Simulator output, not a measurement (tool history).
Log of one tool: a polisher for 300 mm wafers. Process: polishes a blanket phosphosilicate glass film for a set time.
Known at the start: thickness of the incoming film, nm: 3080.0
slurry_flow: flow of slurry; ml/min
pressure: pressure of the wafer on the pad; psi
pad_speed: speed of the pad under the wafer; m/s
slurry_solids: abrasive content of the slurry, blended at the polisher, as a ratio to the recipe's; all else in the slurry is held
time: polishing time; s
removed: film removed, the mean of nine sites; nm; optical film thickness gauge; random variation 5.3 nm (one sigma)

run 1 hour=0.0 | slurry_flow=200 pressure=4.1 pad_speed=1.30 slurry_solids=1.0 time=43 | removed=525.43
run 2 hour=9.0 | slurry_flow=200 pressure=4.1 pad_speed=1.08 slurry_solids=1.0 time=43 | removed=470.58
run 3 hour=17.1 | slurry_flow=200 pressure=3.3 pad_speed=1.08 slurry_solids=1.0 time=43 | removed=379.86
run 4 hour=18.4 | slurry_flow=200 pressure=3.3 pad_speed=1.08 slurry_solids=1.1 time=43 | removed=395.72
run 5 hour=19.7 | slurry_flow=200 pressure=3.3 pad_speed=1.08 slurry_solids=1.2 time=43 | removed=418.04
run 6 hour=27.6 | slurry_flow=200 pressure=3.3 pad_speed=1.08 slurry_solids=1.3 time=43 | removed=436.73
run 7 hour=29.2 | slurry_flow=205 pressure=3.6 pad_speed=1.08 slurry_solids=1.3 time=43 | removed=476.74
run 8 hour=35.7 | slurry_flow=245 pressure=4.7 pad_speed=1.10 slurry_solids=1.3 time=43 | removed=646.29
run 9 hour=44.0 | slurry_flow=245 pressure=4.8 pad_speed=1.10 slurry_solids=1.3 time=43 | removed=658.27

Run 10 comes next. What will it give?
run 10 hour=46.8 | slurry_flow=245 pressure=4.9 pad_speed=1.10 slurry_solids=1.3 time=43 | removed=?

{"run 10": {"removed": 663.85}}

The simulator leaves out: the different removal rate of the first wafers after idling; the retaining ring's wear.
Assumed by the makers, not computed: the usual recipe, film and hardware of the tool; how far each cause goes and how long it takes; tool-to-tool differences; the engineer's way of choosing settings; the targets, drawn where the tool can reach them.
